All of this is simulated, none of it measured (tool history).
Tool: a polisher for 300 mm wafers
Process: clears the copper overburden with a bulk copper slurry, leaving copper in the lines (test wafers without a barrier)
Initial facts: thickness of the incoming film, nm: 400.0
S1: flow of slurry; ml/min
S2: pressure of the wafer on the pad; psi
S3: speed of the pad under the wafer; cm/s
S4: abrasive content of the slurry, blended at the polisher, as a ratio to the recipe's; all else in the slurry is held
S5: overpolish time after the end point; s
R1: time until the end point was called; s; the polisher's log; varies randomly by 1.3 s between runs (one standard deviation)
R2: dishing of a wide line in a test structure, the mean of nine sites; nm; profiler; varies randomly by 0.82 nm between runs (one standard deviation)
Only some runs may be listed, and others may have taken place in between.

run 1 hour=0.0 | S1=120 S2=1.9 S3=94 S4=1.0 S5=10 | R1=77.169 R2=32.703
run 2 hour=1.2 | S1=120 S2=1.9 S3=112 S4=1.0 S5=10 | R1=64.855 R2=37.500
run 3 hour=8.3 | S1=120 S2=1.9 S3=112 S4=1.0 S5=13 | R1=65.095 R2=46.872
run 4 hour=12.2 | S1=120 S2=1.9 S3=112 S4=0.9 S5=13 | R1=67.423 R2=47.110
run 5 hour=19.7 | S1=120 S2=1.9 S3=128 S4=0.9 S5=13 | R1=58.480 R2=50.056
run 6 hour=26.6 | S1=120 S2=1.9 S3=128 S4=0.9 S5=17 | R1=59.026 R2=59.869
run 7 hour=35.1 | S1=105 S2=1.3 S3=124 S4=0.9 S5=19 | R1=83.392 R2=49.824
run 8 hour=36.3 | S1=100 S2=0.9 S3=122 S4=0.9 S5=19 | R1=114.310 R2=37.358
run 9 hour=37.2 | S1=105 S2=0.9 S3=122 S4=0.9 S5=19 | R1=109.990 R2=38.078

What will run 10 give?
run 10 hour=43.7 | S1=110 S2=0.9 S3=122 S4=0.9 S5=19 | R1=? R2=?

Logged for run 10: R1 108.640 s, R2 37.892 nm.
